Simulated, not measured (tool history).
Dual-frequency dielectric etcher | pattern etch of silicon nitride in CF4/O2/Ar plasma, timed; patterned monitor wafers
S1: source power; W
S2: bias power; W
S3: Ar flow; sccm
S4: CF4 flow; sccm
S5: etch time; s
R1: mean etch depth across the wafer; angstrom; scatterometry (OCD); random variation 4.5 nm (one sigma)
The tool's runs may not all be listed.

run,hour,S1,S2,S3,S4,S5,R1
1,0.0,410,54,107,91,355,6163.3
2,8.8,420,54,107,91,355,6219.3
3,13.6,430,54,107,91,355,6306.2
4,14.5,430,54,107,91,355,6353.9
# hour 16.8: wet clean of the chamber
5,16.8,430,54,126,91,355,5938.6
6,25.0,430,54,138,91,355,5911.0
7,31.8,440,54,138,91,355,5968.8

The next listed run, before its measurement:
8,39.3,440,54,138,91,355,?

{"run 8": {"R1": 6022.1}}
